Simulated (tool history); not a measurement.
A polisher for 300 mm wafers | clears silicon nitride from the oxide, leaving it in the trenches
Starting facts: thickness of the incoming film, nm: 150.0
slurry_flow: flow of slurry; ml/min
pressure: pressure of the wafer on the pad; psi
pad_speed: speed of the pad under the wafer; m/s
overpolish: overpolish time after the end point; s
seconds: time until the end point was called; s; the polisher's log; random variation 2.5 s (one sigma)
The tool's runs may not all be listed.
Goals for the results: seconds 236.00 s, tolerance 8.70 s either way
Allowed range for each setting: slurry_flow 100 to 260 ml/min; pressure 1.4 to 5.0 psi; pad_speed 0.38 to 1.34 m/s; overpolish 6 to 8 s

run	hour	slurry_flow	pressure	pad_speed	overpolish	seconds
1	0.0	165	3.2	0.86	8	167.83
2	9.0	165	3.1	0.86	8	171.86
3	9.6	165	3.0	0.86	8	178.65
4	11.3	165	2.9	0.86	8	184.96
5	16.9	165	2.9	0.86	8	183.43
6	23.4	165	2.8	0.86	8	187.78
7	31.0	165	2.7	0.86	8	192.03
8	33.8	165	2.6	0.86	8	200.85
9	36.9	165	2.5	0.86	8	205.99

5 next moves are on the table. One of them brings every result within its allowed miss. Which?
A	40.0	150	3.3	0.76	8	?
B	40.0	145	3.1	0.84	6	?
C	40.0	150	2.4	0.80	8	?
D	40.0	160	2.7	0.96	8	?
E	40.0	140	2.4	1.00	6	?

move	seconds
A	185.07
B	179.15
C	239.54
D	177.93
E	194.35
A: the biggest miss grows against the last run
B: the biggest miss grows against the last run
C: hits every target within its allowed miss
D: the biggest miss grows against the last run
E: the biggest miss grows against the last run
The right move is C.
